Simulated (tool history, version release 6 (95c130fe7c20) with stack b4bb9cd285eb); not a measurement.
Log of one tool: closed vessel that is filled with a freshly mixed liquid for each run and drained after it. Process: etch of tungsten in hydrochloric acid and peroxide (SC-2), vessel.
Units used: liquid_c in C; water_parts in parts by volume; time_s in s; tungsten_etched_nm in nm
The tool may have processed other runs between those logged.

Run 1, day 0.000: liquid_c 60.0 C, water_parts 9.0 parts by volume, time_s 30 s. Result: tungsten_etched_nm 23.241 nm.
Run 2, day 0.258: liquid_c 59.5 C, water_parts 9.0 parts by volume, time_s 30 s. Result: tungsten_etched_nm 22.365 nm.
Run 3, day 0.492: liquid_c 59.0 C, water_parts 9.0 parts by volume, time_s 30 s. Result: tungsten_etched_nm 21.517 nm.
Run 4, day 0.554: liquid_c 58.5 C, water_parts 9.0 parts by volume, time_s 30 s. Result: tungsten_etched_nm 20.792 nm.
Run 5, day 0.912: liquid_c 58.5 C, water_parts 6.5 parts by volume, time_s 30 s. Result: tungsten_etched_nm 26.810 nm.
Run 6, day 1.183: liquid_c 57.5 C, water_parts 6.5 parts by volume, time_s 30 s. Result: tungsten_etched_nm 25.243 nm.

What does the tool deliver on the next run?
Run 7, day 1.362: liquid_c 57.0 C, water_parts 6.5 parts by volume, time_s 30 s. Result: tungsten_etched_nm ?.

Run 7 measured tungsten_etched_nm 24.435 nm.
